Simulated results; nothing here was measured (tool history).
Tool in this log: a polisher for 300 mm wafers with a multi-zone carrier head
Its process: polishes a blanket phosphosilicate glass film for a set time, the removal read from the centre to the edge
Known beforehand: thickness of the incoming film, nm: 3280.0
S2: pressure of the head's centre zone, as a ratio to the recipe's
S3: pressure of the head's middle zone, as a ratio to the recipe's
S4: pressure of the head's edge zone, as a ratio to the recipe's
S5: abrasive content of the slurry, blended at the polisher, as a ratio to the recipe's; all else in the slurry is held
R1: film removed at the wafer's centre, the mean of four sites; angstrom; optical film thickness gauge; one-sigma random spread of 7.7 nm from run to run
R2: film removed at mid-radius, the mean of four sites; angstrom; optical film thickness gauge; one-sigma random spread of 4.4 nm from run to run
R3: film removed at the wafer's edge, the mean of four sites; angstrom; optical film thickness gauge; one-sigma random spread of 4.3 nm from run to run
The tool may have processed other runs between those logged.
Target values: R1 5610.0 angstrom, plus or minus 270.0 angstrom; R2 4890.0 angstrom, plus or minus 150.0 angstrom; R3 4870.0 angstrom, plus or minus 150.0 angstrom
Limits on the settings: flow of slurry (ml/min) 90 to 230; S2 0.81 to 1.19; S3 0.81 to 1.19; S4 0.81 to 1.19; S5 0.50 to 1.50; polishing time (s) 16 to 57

{"run": 1, "hour": 0.0, "flow of slurry (ml/min)": 150, "S2": 1.0, "S3": 1.0, "S4": 1.0, "S5": 1.0, "polishing time (s)": 36, "R1": 3642.6, "R2": 3764.0, "R3": 3708.7}
{"run": 2, "hour": 4.6, "flow of slurry (ml/min)": 150, "S2": 1.0, "S3": 1.0, "S4": 1.0, "S5": 1.0, "polishing time (s)": 44, "R1": 4525.9, "R2": 4518.2, "R3": 4541.8}
{"run": 3, "hour": 8.4, "flow of slurry (ml/min)": 120, "S2": 1.0, "S3": 1.0, "S4": 1.0, "S5": 1.0, "polishing time (s)": 44, "R1": 4408.2, "R2": 4387.3, "R3": 4432.2}
{"run": 4, "hour": 14.3, "flow of slurry (ml/min)": 120, "S2": 1.0, "S3": 1.0, "S4": 1.0, "S5": 0.85, "polishing time (s)": 44, "R1": 4109.4, "R2": 4140.8, "R3": 4111.2}
{"run": 5, "hour": 20.5, "flow of slurry (ml/min)": 130, "S2": 1.04, "S3": 1.01, "S4": 1.02, "S5": 0.9, "polishing time (s)": 44, "R1": 4374.1, "R2": 4309.2, "R3": 4306.5}
{"run": 6, "hour": 27.9, "flow of slurry (ml/min)": 130, "S2": 1.04, "S3": 1.01, "S4": 1.07, "S5": 0.9, "polishing time (s)": 44, "R1": 4228.4, "R2": 4309.4, "R3": 4413.2}
{"run": 7, "hour": 34.6, "flow of slurry (ml/min)": 140, "S2": 1.07, "S3": 1.01, "S4": 1.06, "S5": 0.95, "polishing time (s)": 44, "R1": 4677.7, "R2": 4536.0, "R3": 4509.0}
{"run": 8, "hour": 35.3, "flow of slurry (ml/min)": 150, "S2": 1.09, "S3": 1.0, "S4": 1.07, "S5": 0.95, "polishing time (s)": 44, "R1": 4940.1, "R2": 4392.6, "R3": 4506.2}
{"run": 9, "hour": 39.1, "flow of slurry (ml/min)": 160, "S2": 1.1, "S3": 1.01, "S4": 1.08, "S5": 0.95, "polishing time (s)": 44, "R1": 4892.4, "R2": 4545.8, "R3": 4609.9}

Exactly one of the 4 candidate moves below puts every result within its allowed miss. Which one?
{"run": "A", "hour": 42.9, "flow of slurry (ml/min)": 165, "S2": 1.12, "S3": 0.96, "S4": 1.15, "S5": 0.95, "polishing time (s)": 49, "R1": "?", "R2": "?", "R3": "?"}
{"run": "B", "hour": 42.9, "flow of slurry (ml/min)": 160, "S2": 1.16, "S3": 1.15, "S4": 1.03, "S5": 0.95, "polishing time (s)": 47, "R1": "?", "R2": "?", "R3": "?"}
{"run": "C", "hour": 42.9, "flow of slurry (ml/min)": 145, "S2": 1.18, "S3": 0.97, "S4": 1.0, "S5": 1.25, "polishing time (s)": 47, "R1": "?", "R2": "?", "R3": "?"}
{"run": "D", "hour": 42.9, "flow of slurry (ml/min)": 105, "S2": 1.18, "S3": 1.05, "S4": 1.03, "S5": 1.2, "polishing time (s)": 45, "R1": "?", "R2": "?", "R3": "?"}

move=A R1=5617.2 R2=4879.2 R3=5358.8
move=B R1=5559.8 R2=5304.6 R3=4836.9
move=C R1=6264.1 R2=5212.7 R3=5328.6
move=D R1=5554.0 R2=4922.4 R3=4898.4
A: meets the target for the result that was furthest off, but another lies outside its allowed miss
B: meets the target for the result that was furthest off, but another lies outside its allowed miss
C: moves the result that the last run missed by most past its target, out the other side
D: meets every target
D meets every target.
